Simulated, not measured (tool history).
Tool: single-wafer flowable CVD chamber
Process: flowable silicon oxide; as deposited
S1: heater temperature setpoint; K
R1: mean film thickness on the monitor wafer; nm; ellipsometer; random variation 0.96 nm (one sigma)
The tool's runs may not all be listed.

Run 1, day 0.000: S1 368.15 K, chamber pressure (Torr) 0.861, RF power (kW) 2.135, deposition time (s) 286. Result: R1 223.40 nm.
Run 2, day 0.250: S1 368.15 K, chamber pressure (Torr) 0.861, RF power (kW) 2.135, deposition time (s) 286. Result: R1 224.84 nm.
Run 3, day 0.488: S1 366.15 K, chamber pressure (Torr) 0.861, RF power (kW) 2.135, deposition time (s) 286. Result: R1 238.19 nm.
Run 4, day 0.800: S1 365.15 K, chamber pressure (Torr) 0.861, RF power (kW) 2.135, deposition time (s) 286. Result: R1 246.39 nm.
Run 5, day 0.958: S1 365.15 K, chamber pressure (Torr) 0.796, RF power (kW) 2.135, deposition time (s) 286. Result: R1 227.76 nm.
Run 6, day 1.329: S1 365.15 K, chamber pressure (Torr) 0.881, RF power (kW) 2.135, deposition time (s) 286. Result: R1 251.57 nm.
Run 7, day 1.675: S1 364.15 K, chamber pressure (Torr) 0.881, RF power (kW) 2.135, deposition time (s) 286. Result: R1 257.17 nm.

Forecast run 8:
Run 8, day 1.883: S1 363.15 K, chamber pressure (Torr) 0.881, RF power (kW) 2.135, deposition time (s) 286. Result: R1 ?.

{"run 8": {"R1": 264.83}}
